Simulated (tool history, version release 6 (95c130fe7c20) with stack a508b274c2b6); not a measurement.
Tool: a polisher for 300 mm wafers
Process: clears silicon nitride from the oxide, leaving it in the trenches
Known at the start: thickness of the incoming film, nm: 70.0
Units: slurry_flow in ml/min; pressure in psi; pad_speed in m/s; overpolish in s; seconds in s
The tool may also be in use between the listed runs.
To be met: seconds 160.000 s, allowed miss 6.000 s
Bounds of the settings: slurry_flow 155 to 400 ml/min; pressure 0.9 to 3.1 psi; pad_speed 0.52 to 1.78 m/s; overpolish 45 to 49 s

run  hour  slurry_flow  pressure  pad_speed  overpolish  seconds
  1   0.0          255       2.0       1.14          45   94.190
  2   8.3          225       2.0       1.14          45   95.755
  3   9.8          225       1.8       1.14          45  105.470
  4  14.6          165       1.8       1.14          45  109.750
  5  18.4          165       1.6       1.14          45  122.820
  6  21.0          165       1.6       1.14          45  123.710
  7  24.6          165       1.5       1.14          45  132.610
  8  32.0          165       1.1       1.12          45  178.230

5 next moves are on the table. One of them brings every result within its allowed miss. Which?
  A  39.4          165       1.3       1.08          46        ?
  B  39.4          240       1.0       1.20          45        ?
  C  39.4          155       1.0       1.04          45        ?
  D  39.4          190       1.3       0.80          45        ?
  E  39.4          155       1.2       0.88          45        ?

move  seconds
   A  157.960
   B  174.850
   C  211.990
   D  207.040
   E  209.570
A: meets every target
B: nearer than the last run, and not there yet
C: further off than the last run
D: further off than the last run
E: further off than the last run
Answer: A
